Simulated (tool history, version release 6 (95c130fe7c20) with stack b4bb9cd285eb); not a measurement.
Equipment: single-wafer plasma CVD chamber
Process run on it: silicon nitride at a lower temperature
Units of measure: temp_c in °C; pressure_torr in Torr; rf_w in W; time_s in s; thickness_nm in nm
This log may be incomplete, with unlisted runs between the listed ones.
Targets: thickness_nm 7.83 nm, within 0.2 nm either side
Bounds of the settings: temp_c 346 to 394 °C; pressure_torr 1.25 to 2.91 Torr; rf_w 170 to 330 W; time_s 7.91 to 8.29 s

Run 1, day 0: temp_c 370 °C, pressure_torr 2.08 Torr, rf_w 250 W, time_s 8.29 s. Result: thickness_nm 8.9704 nm.
Run 2, day 0.279: temp_c 370 °C, pressure_torr 2.01 Torr, rf_w 245 W, time_s 8.28 s. Result: thickness_nm 8.7375 nm.
Run 3, day 0.467: temp_c 370 °C, pressure_torr 2.36 Torr, rf_w 245 W, time_s 8.28 s. Result: thickness_nm 9.2274 nm.
Run 4, day 0.838: temp_c 370 °C, pressure_torr 2.36 Torr, rf_w 215 W, time_s 8.28 s. Result: thickness_nm 8.665 nm.
Run 5, day 1.129: temp_c 370 °C, pressure_torr 2.29 Torr, rf_w 215 W, time_s 8.27 s. Result: thickness_nm 8.563 nm.
Run 6, day 1.162: temp_c 370 °C, pressure_torr 1.98 Torr, rf_w 215 W, time_s 8.27 s. Result: thickness_nm 8.2304 nm.
Run 7, day 1.383: temp_c 370 °C, pressure_torr 1.95 Torr, rf_w 215 W, time_s 8.26 s. Result: thickness_nm 8.1668 nm.
Run 8, day 1.7: temp_c 370 °C, pressure_torr 1.92 Torr, rf_w 215 W, time_s 8.26 s. Result: thickness_nm 8.1334 nm.
Run 9, day 1.804: temp_c 370 °C, pressure_torr 1.89 Torr, rf_w 215 W, time_s 8.26 s. Result: thickness_nm 8.1047 nm.
Run 10, day 1.908: temp_c 370 °C, pressure_torr 1.87 Torr, rf_w 215 W, time_s 8.26 s. Result: thickness_nm 8.0681 nm.

Below are 5 possible settings for the next run. Only one of them brings all results inside the allowed miss of their targets. Which is it?
Run A, day 2.012: temp_c 369 °C, pressure_torr 1.77 Torr, rf_w 245 W, time_s 8.2 s. Result: thickness_nm ?.
Run B, day 2.012: temp_c 363 °C, pressure_torr 2 Torr, rf_w 215 W, time_s 8.29 s. Result: thickness_nm ?.
Run C, day 2.012: temp_c 369 °C, pressure_torr 1.93 Torr, rf_w 200 W, time_s 8.29 s. Result: thickness_nm ?.
Run D, day 2.012: temp_c 373 °C, pressure_torr 2.01 Torr, rf_w 220 W, time_s 8.29 s. Result: thickness_nm ?.
Run E, day 2.012: temp_c 369 °C, pressure_torr 2.02 Torr, rf_w 220 W, time_s 8.15 s. Result: thickness_nm ?.

move  thickness_nm
   A        8.3203
   B         8.265
   C        7.8837
   D        8.3377
   E        8.2219
A: its largest miss is bigger than the last run's
B: its largest miss is bigger than the last run's
C: in spec on every target
D: its largest miss is bigger than the last run's
E: its largest miss is bigger than the last run's
C is the move that brings every result within its allowed miss.
